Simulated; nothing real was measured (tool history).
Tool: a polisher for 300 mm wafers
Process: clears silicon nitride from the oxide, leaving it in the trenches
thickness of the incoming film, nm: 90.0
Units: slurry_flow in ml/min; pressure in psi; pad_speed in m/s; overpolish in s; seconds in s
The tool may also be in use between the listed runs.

| run | hour | slurry_flow | pressure | pad_speed | overpolish | seconds |
|---|---|---|---|---|---|---|
| 1 | 0 | 140 | 3.5 | 1 | 34 | 68.902 |
| 2 | 7.5 | 135 | 3.2 | 1 | 34 | 76.757 |
| 3 | 9.7 | 125 | 3.2 | 1 | 34 | 75.406 |
| 4 | 10.8 | 105 | 3.2 | 1 | 34 | 78.949 |
| 5 | 14.3 | 105 | 3 | 1 | 34 | 83.375 |
| 6 | 23.2 | 105 | 2.8 | 1 | 34 | 89.555 |
| 7 | 24 | 105 | 2.7 | 1 | 34 | 93.637 |

The next listed run, before its measurement:
| 8 | 28.2 | 105 | 2.6 | 1 | 34 | ? |

Run 8 gave seconds 95.883 s.
